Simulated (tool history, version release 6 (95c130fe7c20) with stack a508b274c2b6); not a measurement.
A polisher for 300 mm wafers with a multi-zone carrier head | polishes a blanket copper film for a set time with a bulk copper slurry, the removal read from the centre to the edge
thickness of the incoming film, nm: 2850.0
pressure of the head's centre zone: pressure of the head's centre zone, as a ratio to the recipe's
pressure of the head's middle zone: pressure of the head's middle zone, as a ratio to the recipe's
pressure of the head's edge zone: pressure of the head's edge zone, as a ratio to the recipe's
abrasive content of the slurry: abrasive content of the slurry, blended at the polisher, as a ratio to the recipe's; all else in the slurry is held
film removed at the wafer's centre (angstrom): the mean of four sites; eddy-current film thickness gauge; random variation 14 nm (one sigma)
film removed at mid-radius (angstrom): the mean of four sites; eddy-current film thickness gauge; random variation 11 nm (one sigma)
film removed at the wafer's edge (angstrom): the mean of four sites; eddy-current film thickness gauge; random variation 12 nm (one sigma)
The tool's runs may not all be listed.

run	hour	flow of slurry (ml/min)	pressure of the head's centre zone	pressure of the head's middle zone	pressure of the head's edge zone	abrasive content of the slurry	polishing time (s)	film removed at the wafer's centre (angstrom)	film removed at mid-radius (angstrom)	film removed at the wafer's edge (angstrom)
1	0.0	245	1.00	1.00	1.00	1.00	68	11366	11158	11211
2	7.5	220	1.00	1.00	1.00	1.00	68	11101	11057	11224
3	8.5	205	1.00	0.98	1.04	1.10	72	11960	11683	12361
4	17.1	205	1.04	0.98	1.04	1.10	72	12417	11577	12259
5	23.9	150	1.04	0.98	1.04	1.10	72	12164	11338	11922
6	26.2	150	0.96	0.98	1.04	1.10	72	11060	11297	12115
7	29.4	175	0.97	0.97	1.08	1.20	74	11873	11937	12978
8	36.2	190	0.97	0.95	1.11	1.25	76	12297	12357	13695

Run 9 comes next. What will it give?
9	42.7	200	0.98	0.93	1.13	1.30	78	?	?	?

film removed at the wafer's centre (angstrom): 13244
film removed at mid-radius (angstrom): 12518
film removed at the wafer's edge (angstrom): 14447

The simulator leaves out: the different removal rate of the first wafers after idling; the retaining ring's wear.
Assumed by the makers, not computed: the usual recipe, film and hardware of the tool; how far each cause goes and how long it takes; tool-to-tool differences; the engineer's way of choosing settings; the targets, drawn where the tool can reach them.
